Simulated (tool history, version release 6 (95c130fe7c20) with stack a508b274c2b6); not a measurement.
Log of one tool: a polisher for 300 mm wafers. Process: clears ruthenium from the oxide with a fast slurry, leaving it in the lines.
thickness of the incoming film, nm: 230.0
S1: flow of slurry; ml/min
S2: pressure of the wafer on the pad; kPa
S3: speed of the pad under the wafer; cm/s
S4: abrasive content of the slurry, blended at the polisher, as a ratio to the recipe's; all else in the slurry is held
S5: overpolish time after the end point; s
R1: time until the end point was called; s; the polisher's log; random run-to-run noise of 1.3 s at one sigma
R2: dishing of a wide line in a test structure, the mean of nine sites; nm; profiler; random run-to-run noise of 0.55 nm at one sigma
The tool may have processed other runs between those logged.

run 1 day=0 | S1=205 S2=20.7 S3=104 S4=1 S5=17 | R1=53.427 R2=53.276
run 2 day=0.038 | S1=205 S2=18.6 S3=102 S4=1 S5=16 | R1=59.429 R2=46.92
run 3 day=0.062 | S1=235 S2=18.6 S3=102 S4=1 S5=16 | R1=59.076 R2=44.588
run 4 day=0.296 | S1=235 S2=17.2 S3=98 S4=1 S5=16 | R1=64.19 R2=43.002
run 5 day=0.35 | S1=235 S2=15.9 S3=94 S4=1 S5=15 | R1=70.858 R2=37.024
run 6 day=0.688 | S1=235 S2=15.9 S3=94 S4=1 S5=19 | R1=70.298 R2=43.699

The next listed run, before its measurement:
run 7 day=0.779 | S1=235 S2=14.5 S3=90 S4=1 S5=18 | R1=? R2=?

Run 7 produced R1 79.17 s, R2 39.259 nm.
